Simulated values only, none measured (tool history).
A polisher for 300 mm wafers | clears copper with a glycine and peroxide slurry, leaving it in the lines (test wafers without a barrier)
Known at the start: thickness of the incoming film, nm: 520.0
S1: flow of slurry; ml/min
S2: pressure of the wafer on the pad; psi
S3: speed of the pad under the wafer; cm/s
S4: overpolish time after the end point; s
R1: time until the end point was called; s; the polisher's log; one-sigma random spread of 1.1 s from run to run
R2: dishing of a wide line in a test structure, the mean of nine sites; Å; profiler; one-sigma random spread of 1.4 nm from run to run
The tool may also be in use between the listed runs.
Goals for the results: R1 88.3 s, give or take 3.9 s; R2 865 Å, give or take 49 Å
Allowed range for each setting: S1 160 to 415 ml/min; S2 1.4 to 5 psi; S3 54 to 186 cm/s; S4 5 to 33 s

| run | hour | S1 | S2 | S3 | S4 | R1 | R2 |
|---|---|---|---|---|---|---|---|
| 1 | 0 | 265 | 3.2 | 118 | 17 | 69.197 | 751.35 |
| 2 | 2.9 | 265 | 3.2 | 118 | 14 | 68.855 | 678.48 |
| 3 | 11.5 | 265 | 3.2 | 96 | 14 | 83.088 | 617.12 |
| 4 | 17.2 | 265 | 3.2 | 96 | 16 | 80.702 | 658.33 |
| 5 | 24.4 | 265 | 3.1 | 96 | 18 | 84.262 | 712.91 |
| 6 | 25.4 | 265 | 3.1 | 96 | 19 | 85.285 | 720.25 |
| 7 | 33.1 | 265 | 3.1 | 96 | 20 | 83.08 | 753.3 |
| 8 | 40.1 | 265 | 3.1 | 96 | 21 | 82.896 | 775.33 |
| 9 | 46.4 | 265 | 3.1 | 96 | 22 | 84.688 | 785.21 |
| 10 | 48.2 | 265 | 3.1 | 96 | 23 | 85.134 | 804.71 |

Which of these 4 next moves meets every target?
| A | 50 | 265 | 4 | 72 | 26 | ? | ? |
| B | 50 | 265 | 3 | 82 | 24 | ? | ? |
| C | 50 | 245 | 3 | 112 | 32 | ? | ? |
| D | 50 | 170 | 3.7 | 98 | 24 | ? | ? |

| move | R1 | R2 |
|---|---|---|
| A | 87.869 | 861.58 |
| B | 97.7 | 764 |
| C | 76.12 | 963.95 |
| D | 76.759 | 867.04 |
A: hits every target within its allowed miss
B: moves away from the targets compared with the last run
C: the result that was furthest off in the last run now lies on the other side of its target
D: the worst result of the last run now meets its target, but another is out of spec
Move A is the one to make.
